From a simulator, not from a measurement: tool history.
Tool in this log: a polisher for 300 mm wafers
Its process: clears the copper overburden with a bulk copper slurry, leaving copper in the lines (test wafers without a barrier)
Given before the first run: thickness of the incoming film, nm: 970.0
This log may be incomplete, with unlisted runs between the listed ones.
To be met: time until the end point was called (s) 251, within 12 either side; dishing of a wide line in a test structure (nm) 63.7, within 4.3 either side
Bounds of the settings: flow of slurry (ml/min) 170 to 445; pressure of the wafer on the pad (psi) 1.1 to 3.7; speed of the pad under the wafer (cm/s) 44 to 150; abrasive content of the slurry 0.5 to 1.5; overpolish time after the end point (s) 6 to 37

| run | hour | flow of slurry (ml/min) | pressure of the wafer on the pad (psi) | speed of the pad under the wafer (cm/s) | abrasive content of the slurry | overpolish time after the end point (s) | time until the end point was called (s) | dishing of a wide line in a test structure (nm) |
|---|---|---|---|---|---|---|---|---|
| 1 | 0 | 285 | 2.4 | 96 | 1 | 19 | 114.27 | 82.603 |
| 2 | 4.5 | 285 | 2.4 | 118 | 1 | 19 | 97.329 | 93.686 |
| 3 | 10.2 | 285 | 2.4 | 118 | 1 | 25 | 96.881 | 107.32 |
| 4 | 14.2 | 285 | 3 | 118 | 1 | 25 | 76.865 | 125.92 |
| 5 | 16 | 225 | 3 | 118 | 1 | 25 | 80.905 | 126.4 |
| 6 | 24 | 225 | 3 | 118 | 0.9 | 25 | 84.232 | 120.08 |
| 7 | 29.3 | 225 | 2.4 | 90 | 0.9 | 31 | 129.85 | 107.28 |
| 8 | 35.2 | 225 | 2.2 | 86 | 0.9 | 31 | 143.48 | 101.89 |
| 9 | 37.5 | 220 | 1.6 | 62 | 0.85 | 27 | 251.21 | 59.357 |

Which single option among these 5 for the next run brings every result within its allowed miss of target? Just one does.
| A | 39.8 | 215 | 1.2 | 74 | 0.9 | 35 | ? | ? |
| B | 39.8 | 255 | 1.5 | 58 | 0.8 | 27 | ? | ? |
| C | 39.8 | 200 | 1.7 | 64 | 0.7 | 29 | ? | ? |
| D | 39.8 | 275 | 1.2 | 86 | 0.85 | 22 | ? | ? |
| E | 39.8 | 220 | 1.8 | 58 | 0.75 | 24 | ? | ? |

| move | time until the end point was called (s) | dishing of a wide line in a test structure (nm) |
|---|---|---|
| A | 296.06 | 60.587 |
| B | 289.09 | 52.948 |
| C | 259.17 | 61.317 |
| D | 261.35 | 47.75 |
| E | 252.86 | 54.681 |
A: brings the result that was furthest off to its target, and leaves another outside
B: lands further from the targets than the last run did
C: in spec on every target
D: lands further from the targets than the last run did
E: lands further from the targets than the last run did
Answer: C
